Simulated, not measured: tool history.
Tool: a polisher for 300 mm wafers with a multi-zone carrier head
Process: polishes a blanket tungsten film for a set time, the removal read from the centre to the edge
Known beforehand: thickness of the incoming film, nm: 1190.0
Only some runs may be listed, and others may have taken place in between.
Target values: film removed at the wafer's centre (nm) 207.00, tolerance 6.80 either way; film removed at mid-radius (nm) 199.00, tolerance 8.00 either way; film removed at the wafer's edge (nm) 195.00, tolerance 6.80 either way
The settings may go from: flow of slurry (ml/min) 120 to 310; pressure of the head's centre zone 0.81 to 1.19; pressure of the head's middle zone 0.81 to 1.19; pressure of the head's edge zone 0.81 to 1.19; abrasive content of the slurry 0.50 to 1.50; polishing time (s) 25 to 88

run,hour,flow of slurry (ml/min),pressure of the head's centre zone,pressure of the head's middle zone,pressure of the head's edge zone,abrasive content of the slurry,polishing time (s),film removed at the wafer's centre (nm),film removed at mid-radius (nm),film removed at the wafer's edge (nm)
1,0.0,200,1.00,1.00,1.00,1.00,56,287.41,278.24,272.91
2,7.0,200,0.92,1.00,1.00,1.00,56,262.59,269.29,274.59
3,11.0,200,0.92,1.00,1.00,0.80,56,246.19,263.03,256.96
4,18.7,200,0.92,1.00,1.07,0.80,56,248.49,255.88,261.45
5,25.7,200,0.92,1.07,1.07,0.80,56,251.30,272.95,261.89
6,33.8,200,0.92,1.07,1.15,0.80,56,243.72,271.93,276.84
7,35.9,195,0.91,1.02,1.08,0.70,55,235.92,244.71,245.74
8,40.0,195,0.91,1.02,1.08,0.70,55,234.12,250.54,252.94
9,46.7,195,0.92,0.99,1.03,0.65,53,219.71,223.79,232.97
10,54.7,180,0.98,1.02,0.93,0.50,52,212.96,213.03,203.18
11,62.1,170,0.98,1.01,0.92,0.50,52,209.99,209.31,200.29

Which of these 4 next moves meets every target?
A,69.5,165,0.96,1.03,0.91,0.50,53,?,?,?
B,69.5,160,0.96,1.06,0.95,0.55,51,?,?,?
C,69.5,215,0.97,0.98,0.94,0.50,49,?,?,?
D,69.5,195,0.99,1.11,0.84,0.55,49,?,?,?

move,film removed at the wafer's centre (nm),film removed at mid-radius (nm),film removed at the wafer's edge (nm)
A,213.53,218.93,201.74
B,208.92,219.60,201.74
C,209.52,202.79,195.72
D,215.51,227.35,187.89
A: further off than the last run
B: further off than the last run
C: meets every target
D: further off than the last run
C meets every target.
